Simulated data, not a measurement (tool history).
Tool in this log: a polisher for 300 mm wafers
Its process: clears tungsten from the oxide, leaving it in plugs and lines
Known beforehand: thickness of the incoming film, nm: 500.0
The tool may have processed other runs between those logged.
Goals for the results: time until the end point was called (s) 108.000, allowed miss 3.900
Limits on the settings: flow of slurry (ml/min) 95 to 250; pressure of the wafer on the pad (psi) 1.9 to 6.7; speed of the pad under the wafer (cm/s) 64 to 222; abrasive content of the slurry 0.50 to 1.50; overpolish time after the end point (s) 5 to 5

run,day,flow of slurry (ml/min),pressure of the wafer on the pad (psi),speed of the pad under the wafer (cm/s),abrasive content of the slurry,overpolish time after the end point (s),time until the end point was called (s)
1,0.000,160,4.3,142,1.00,5,83.164
2,0.062,185,4.3,142,1.00,5,79.728
3,0.400,175,4.1,142,1.00,5,83.084
4,0.517,160,4.1,142,1.00,5,84.497
5,0.754,160,4.1,142,1.00,5,84.680
6,0.983,160,4.1,142,0.85,5,87.072
7,1.200,160,4.1,142,0.85,5,89.191
# day 1.550: worn pad replaced by a new one
8,1.550,155,3.9,142,0.85,5,85.516
9,1.625,155,3.6,138,0.85,5,90.709
10,1.871,155,3.3,134,0.85,5,96.706

Which single option among these 4 for the next run brings every result within its allowed miss of target? Just one does.
A,2.117,105,3.8,154,1.00,5,?
B,2.117,140,3.1,118,0.90,5,?
C,2.117,145,3.2,118,0.75,5,?
D,2.117,125,3.6,118,0.90,5,?

move,time until the end point was called (s)
A,81.242
B,115.550
C,117.640
D,106.590
A: further off than the last run
B: takes the result that was furthest off past its target
C: takes the result that was furthest off past its target
D: meets every target
Answer: D

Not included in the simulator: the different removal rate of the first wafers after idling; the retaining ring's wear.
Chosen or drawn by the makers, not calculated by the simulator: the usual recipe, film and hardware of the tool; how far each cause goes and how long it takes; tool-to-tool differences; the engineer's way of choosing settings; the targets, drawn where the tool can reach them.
